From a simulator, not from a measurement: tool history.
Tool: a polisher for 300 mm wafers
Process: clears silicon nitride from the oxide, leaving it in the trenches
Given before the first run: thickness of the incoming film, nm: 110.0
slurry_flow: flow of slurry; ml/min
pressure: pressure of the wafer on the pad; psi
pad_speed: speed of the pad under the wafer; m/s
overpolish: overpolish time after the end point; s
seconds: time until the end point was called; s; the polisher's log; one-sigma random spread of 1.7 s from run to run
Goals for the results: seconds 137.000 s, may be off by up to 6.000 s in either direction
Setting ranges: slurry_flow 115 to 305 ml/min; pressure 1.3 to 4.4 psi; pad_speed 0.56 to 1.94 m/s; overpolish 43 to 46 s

Run 1, hour 0.0: slurry_flow 195 ml/min, pressure 2.8 psi, pad_speed 1.24 m/s, overpolish 43 s. Result: seconds 87.828 s.
Run 2, hour 2.6: slurry_flow 235 ml/min, pressure 2.8 psi, pad_speed 1.24 m/s, overpolish 43 s. Result: seconds 86.110 s.
Run 3, hour 10.6: slurry_flow 235 ml/min, pressure 2.8 psi, pad_speed 1.50 m/s, overpolish 43 s. Result: seconds 71.678 s.
Run 4, hour 14.0: slurry_flow 235 ml/min, pressure 2.6 psi, pad_speed 1.48 m/s, overpolish 43 s. Result: seconds 77.505 s.
Run 5, hour 18.0: slurry_flow 195 ml/min, pressure 2.6 psi, pad_speed 1.48 m/s, overpolish 43 s. Result: seconds 77.440 s.
Run 6, hour 22.2: slurry_flow 195 ml/min, pressure 2.5 psi, pad_speed 1.46 m/s, overpolish 43 s. Result: seconds 82.818 s.
Run 7, hour 30.8: slurry_flow 195 ml/min, pressure 2.4 psi, pad_speed 1.44 m/s, overpolish 43 s. Result: seconds 86.613 s.
Run 8, hour 33.9: slurry_flow 195 ml/min, pressure 2.3 psi, pad_speed 1.42 m/s, overpolish 43 s. Result: seconds 91.367 s.
Run 9, hour 35.6: slurry_flow 195 ml/min, pressure 2.2 psi, pad_speed 1.42 m/s, overpolish 43 s. Result: seconds 94.888 s.
Run 10, hour 38.8: slurry_flow 190 ml/min, pressure 1.4 psi, pad_speed 1.36 m/s, overpolish 43 s. Result: seconds 145.190 s.

Which one of the following 5 next-run settings gets every result inside its allowed miss? There is exactly one.
Run A, hour 42.0: slurry_flow 145 ml/min, pressure 1.4 psi, pad_speed 1.42 m/s, overpolish 43 s. Result: seconds ?.
Run B, hour 42.0: slurry_flow 170 ml/min, pressure 1.5 psi, pad_speed 1.30 m/s, overpolish 43 s. Result: seconds ?.
Run C, hour 42.0: slurry_flow 185 ml/min, pressure 1.4 psi, pad_speed 1.46 m/s, overpolish 43 s. Result: seconds ?.
Run D, hour 42.0: slurry_flow 160 ml/min, pressure 1.5 psi, pad_speed 1.26 m/s, overpolish 43 s. Result: seconds ?.
Run E, hour 42.0: slurry_flow 195 ml/min, pressure 1.5 psi, pad_speed 1.26 m/s, overpolish 43 s. Result: seconds ?.

move  seconds
   A  148.740
   B  148.470
   C  138.480
   D  154.730
   E  149.700
A: its largest miss is bigger than the last run's
B: its largest miss is bigger than the last run's
C: every result lands within tolerance
D: its largest miss is bigger than the last run's
E: its largest miss is bigger than the last run's
Answer: C
